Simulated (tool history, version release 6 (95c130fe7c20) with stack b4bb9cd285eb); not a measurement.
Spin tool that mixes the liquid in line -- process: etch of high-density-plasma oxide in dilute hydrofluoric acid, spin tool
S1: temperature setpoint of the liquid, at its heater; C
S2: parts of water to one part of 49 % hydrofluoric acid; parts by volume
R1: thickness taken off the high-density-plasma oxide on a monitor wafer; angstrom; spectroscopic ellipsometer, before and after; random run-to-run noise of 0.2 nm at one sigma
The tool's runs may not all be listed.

{"run": 1, "hour": 0.0, "S1": 21, "S2": 295, "time under the liquid (s)": 305, "R1": 77.907}
{"run": 2, "hour": 8.6, "S1": 21, "S2": 295, "time under the liquid (s)": 330, "R1": 83.461}
{"run": 3, "hour": 16.8, "S1": 21, "S2": 215, "time under the liquid (s)": 330, "R1": 122.79}
{"run": 4, "hour": 21.5, "S1": 22, "S2": 205, "time under the liquid (s)": 330, "R1": 136.02}
{"run": 5, "hour": 23.0, "S1": 22, "S2": 105, "time under the liquid (s)": 330, "R1": 295.07}
{"run": 6, "hour": 25.6, "S1": 22, "S2": 105, "time under the liquid (s)": 305, "R1": 267.5}
{"run": 7, "hour": 26.3, "S1": 21.5, "S2": 105, "time under the liquid (s)": 305, "R1": 264.31}
{"run": 8, "hour": 33.3, "S1": 21, "S2": 105, "time under the liquid (s)": 305, "R1": 259.34}
{"hour": 41.4, "done": "thermometer replaced"}
{"run": 9, "hour": 41.4, "S1": 20.5, "S2": 105, "time under the liquid (s)": 305, "R1": 278.09}
{"run": 10, "hour": 48.7, "S1": 21.5, "S2": 105, "time under the liquid (s)": 305, "R1": 292.19}

Run 11, settings as shown, results not yet in. Your forecast:
{"run": 11, "hour": 51.2, "S1": 21, "S2": 110, "time under the liquid (s)": 305, "R1": "?"}

Run 11 yielded R1 276.16 angstrom.
